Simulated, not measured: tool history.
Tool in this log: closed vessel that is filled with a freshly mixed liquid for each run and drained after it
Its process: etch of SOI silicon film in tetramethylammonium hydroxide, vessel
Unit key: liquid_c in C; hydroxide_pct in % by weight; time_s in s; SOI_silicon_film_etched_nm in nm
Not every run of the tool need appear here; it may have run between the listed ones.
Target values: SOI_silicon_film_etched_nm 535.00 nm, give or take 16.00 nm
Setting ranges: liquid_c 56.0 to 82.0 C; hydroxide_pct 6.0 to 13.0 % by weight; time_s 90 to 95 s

run 1 hour=0.0 | liquid_c=69.0 hydroxide_pct=9.0 time_s=90 | SOI_silicon_film_etched_nm=603.24
run 2 hour=1.5 | liquid_c=68.5 hydroxide_pct=9.0 time_s=90 | SOI_silicon_film_etched_nm=589.14
run 3 hour=3.0 | liquid_c=68.0 hydroxide_pct=9.0 time_s=90 | SOI_silicon_film_etched_nm=580.21
run 4 hour=6.7 | liquid_c=71.0 hydroxide_pct=9.0 time_s=90 | SOI_silicon_film_etched_nm=685.91
run 5 hour=15.8 | liquid_c=74.0 hydroxide_pct=9.0 time_s=90 | SOI_silicon_film_etched_nm=818.22
run 6 hour=20.7 | liquid_c=69.5 hydroxide_pct=9.0 time_s=90 | SOI_silicon_film_etched_nm=625.73
run 7 hour=25.0 | liquid_c=69.0 hydroxide_pct=9.0 time_s=90 | SOI_silicon_film_etched_nm=616.49
run 8 hour=33.0 | liquid_c=69.0 hydroxide_pct=9.0 time_s=90 | SOI_silicon_film_etched_nm=620.00
run 9 hour=40.5 | liquid_c=69.0 hydroxide_pct=9.0 time_s=90 | SOI_silicon_film_etched_nm=614.75
run 10 hour=44.6 | liquid_c=68.5 hydroxide_pct=9.0 time_s=90 | SOI_silicon_film_etched_nm=591.90
run 11 hour=48.9 | liquid_c=68.0 hydroxide_pct=9.0 time_s=90 | SOI_silicon_film_etched_nm=578.34
run 12 hour=50.2 | liquid_c=67.5 hydroxide_pct=9.0 time_s=90 | SOI_silicon_film_etched_nm=558.05

Pick the move, out of 4, that brings all results within their allowed miss; only one does.
run A hour=51.5 | liquid_c=65.0 hydroxide_pct=7.5 time_s=90 | SOI_silicon_film_etched_nm=?
run B hour=51.5 | liquid_c=65.0 hydroxide_pct=8.0 time_s=95 | SOI_silicon_film_etched_nm=?
run C hour=51.5 | liquid_c=65.5 hydroxide_pct=10.0 time_s=95 | SOI_silicon_film_etched_nm=?
run D hour=51.5 | liquid_c=65.5 hydroxide_pct=8.5 time_s=90 | SOI_silicon_film_etched_nm=?

move=A SOI_silicon_film_etched_nm=508.21
move=B SOI_silicon_film_etched_nm=526.22
move=C SOI_silicon_film_etched_nm=500.19
move=D SOI_silicon_film_etched_nm=503.81
A: takes the biggest miss from the last run beyond its target
B: meets every target
C: takes the biggest miss from the last run beyond its target
D: takes the biggest miss from the last run beyond its target
Move B is the one to make.

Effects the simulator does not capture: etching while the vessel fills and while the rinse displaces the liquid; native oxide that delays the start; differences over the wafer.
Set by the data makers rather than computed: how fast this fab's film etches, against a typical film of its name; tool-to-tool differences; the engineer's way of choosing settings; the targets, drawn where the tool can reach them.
